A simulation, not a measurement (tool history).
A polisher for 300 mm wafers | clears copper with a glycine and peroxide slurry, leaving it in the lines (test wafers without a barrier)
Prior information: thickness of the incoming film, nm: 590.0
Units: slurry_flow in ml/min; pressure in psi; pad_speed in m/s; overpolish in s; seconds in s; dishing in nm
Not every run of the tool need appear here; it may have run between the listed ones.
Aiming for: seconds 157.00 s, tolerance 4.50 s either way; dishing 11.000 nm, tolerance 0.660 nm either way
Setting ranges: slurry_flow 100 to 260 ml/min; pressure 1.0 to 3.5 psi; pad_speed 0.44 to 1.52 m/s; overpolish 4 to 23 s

| run | day | slurry_flow | pressure | pad_speed | overpolish | seconds | dishing |
|---|---|---|---|---|---|---|---|
| 1 | 0.000 | 165 | 2.2 | 0.98 | 12 | 151.86 | 33.430 |
| 2 | 0.154 | 160 | 2.1 | 1.02 | 11 | 152.57 | 29.655 |
| 3 | 0.300 | 150 | 1.9 | 1.10 | 10 | 154.07 | 27.095 |
| 4 | 0.612 | 140 | 1.7 | 1.16 | 9 | 157.17 | 23.739 |
| 5 | 0.958 | 140 | 2.3 | 1.16 | 9 | 133.02 | 27.634 |
| 6 | 1.121 | 140 | 2.3 | 0.94 | 9 | 159.50 | 24.411 |
| 7 | 1.462 | 135 | 2.1 | 1.04 | 8 | 153.76 | 22.002 |
| 8 | 1.533 | 130 | 1.9 | 1.08 | 7 | 159.68 | 19.249 |
| 9 | 1.771 | 100 | 1.3 | 1.36 | 4 | 162.80 | 10.286 |
| 10 | 1.883 | 105 | 1.3 | 1.36 | 4 | 163.14 | 10.449 |

Pick the move, out of 5, that brings all results within their allowed miss; only one does.
| A | 1.996 | 115 | 1.0 | 1.48 | 4 | ? | ? |
| B | 1.996 | 105 | 1.2 | 1.48 | 4 | ? | ? |
| C | 1.996 | 100 | 1.4 | 1.26 | 4 | ? | ? |
| D | 1.996 | 100 | 1.4 | 1.30 | 4 | ? | ? |
| E | 1.996 | 100 | 1.0 | 1.44 | 4 | ? | ? |

| move | seconds | dishing |
|---|---|---|
| A | 167.17 | 10.518 |
| B | 159.16 | 11.039 |
| C | 171.52 | 10.286 |
| D | 167.37 | 10.532 |
| E | 176.09 | 10.003 |
A: lands further from the targets than the last run did
B: every result within its allowed miss
C: lands further from the targets than the last run did
D: lands further from the targets than the last run did
E: lands further from the targets than the last run did
Go with B: it meets all targets.
